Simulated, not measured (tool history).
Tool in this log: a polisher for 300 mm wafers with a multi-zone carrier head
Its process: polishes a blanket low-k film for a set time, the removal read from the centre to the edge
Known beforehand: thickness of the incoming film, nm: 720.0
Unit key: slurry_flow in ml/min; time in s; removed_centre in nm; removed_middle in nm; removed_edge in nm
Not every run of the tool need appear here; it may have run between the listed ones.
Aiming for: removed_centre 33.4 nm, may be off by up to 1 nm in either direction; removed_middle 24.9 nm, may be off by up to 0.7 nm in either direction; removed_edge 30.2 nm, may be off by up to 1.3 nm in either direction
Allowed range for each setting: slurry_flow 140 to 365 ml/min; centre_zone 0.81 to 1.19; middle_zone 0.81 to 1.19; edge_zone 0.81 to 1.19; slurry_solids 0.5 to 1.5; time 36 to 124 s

run,hour,slurry_flow,centre_zone,middle_zone,edge_zone,slurry_solids,time,removed_centre,removed_middle,removed_edge
1,0,235,1,1,1,1,79,36.692,35.723,36.996
2,1.5,235,1,1,1,0.85,79,33.681,32.987,32.487
3,3,225,1.02,0.97,1.02,0.85,79,34.334,32.345,32.856
4,9.8,225,1.02,0.97,1.02,0.7,79,29.844,28.744,29.257
5,12.9,225,1.04,0.94,1.04,0.7,79,30.691,27.729,29.688
6,20.6,225,1.05,0.92,1.04,0.7,79,31.025,26.882,29.402
7,26.7,225,1.06,0.91,1.05,0.7,79,31.001,27.072,30.117
8,35.1,225,1.08,0.9,1.05,0.7,79,31.938,26.727,30.097
9,36.1,225,1.09,0.89,1.05,0.7,79,32.356,26.022,29.443
10,38.2,225,1.09,0.88,1.06,0.7,79,32.501,26.294,29.639
11,39.2,225,1.09,0.87,1.07,0.7,79,31.893,26.163,30.117

Exercise: of the 5 proposed moves below, exactly one satisfies all targets within the stated allowed misses. Which move is it?
A,40.2,180,1.07,0.94,1.17,0.8,73,?,?,?
B,40.2,220,1.11,0.81,1.04,0.8,75,?,?,?
C,40.2,245,1.06,0.82,1.09,0.65,88,?,?,?
D,40.2,230,1.02,0.93,1.09,0.7,77,?,?,?
E,40.2,200,1.17,0.83,1.11,0.8,79,?,?,?

move,removed_centre,removed_middle,removed_edge
A,30.989,26.995,30.738
B,34,25.186,30.392
C,33.65,26.338,32.1
D,29.611,26.738,29.374
E,37.263,26.728,32.77
A: the biggest miss grows against the last run
B: meets every target
C: the biggest miss grows against the last run
D: the biggest miss grows against the last run
E: the biggest miss grows against the last run
Correct choice: B, which meets every target

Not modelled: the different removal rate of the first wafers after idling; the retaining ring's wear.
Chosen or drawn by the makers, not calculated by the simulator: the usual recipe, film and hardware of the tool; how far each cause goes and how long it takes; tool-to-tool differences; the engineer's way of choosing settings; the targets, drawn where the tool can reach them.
